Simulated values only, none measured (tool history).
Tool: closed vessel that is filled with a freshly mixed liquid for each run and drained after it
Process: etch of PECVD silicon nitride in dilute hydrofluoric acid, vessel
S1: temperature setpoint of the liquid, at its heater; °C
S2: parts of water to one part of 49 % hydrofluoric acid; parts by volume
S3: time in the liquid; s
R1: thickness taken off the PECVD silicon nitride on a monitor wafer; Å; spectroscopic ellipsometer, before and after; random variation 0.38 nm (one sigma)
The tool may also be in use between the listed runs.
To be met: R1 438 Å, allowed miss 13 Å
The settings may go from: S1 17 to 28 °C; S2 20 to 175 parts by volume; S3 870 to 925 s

run,day,S1,S2,S3,R1
1,0,20,95,870,302.55
2,0.067,20.5,95,870,313
3,0.396,21,95,870,329.46
4,0.579,22.5,95,870,359.98
5,0.692,23,95,870,374.81
6,0.796,23,65,870,544.05
7,0.829,22.5,65,870,525.02
8,1.008,22,65,870,500.67
9,1.246,21,65,870,466.7
10,1.538,20.5,65,870,450.31

5 next moves are on the table. One of them brings every result within its allowed miss. Which?
A,1.829,20,60,880,?
B,1.829,22.5,75,890,?
C,1.829,17,55,870,?
D,1.829,20,60,870,?
E,1.829,19.5,65,890,?

move,R1
A,484.91
B,467.73
C,422.8
D,479.4
E,438.19
A: further off than the last run
B: further off than the last run
C: takes the result that was furthest off past its target
D: further off than the last run
E: meets every target
The right move is E.
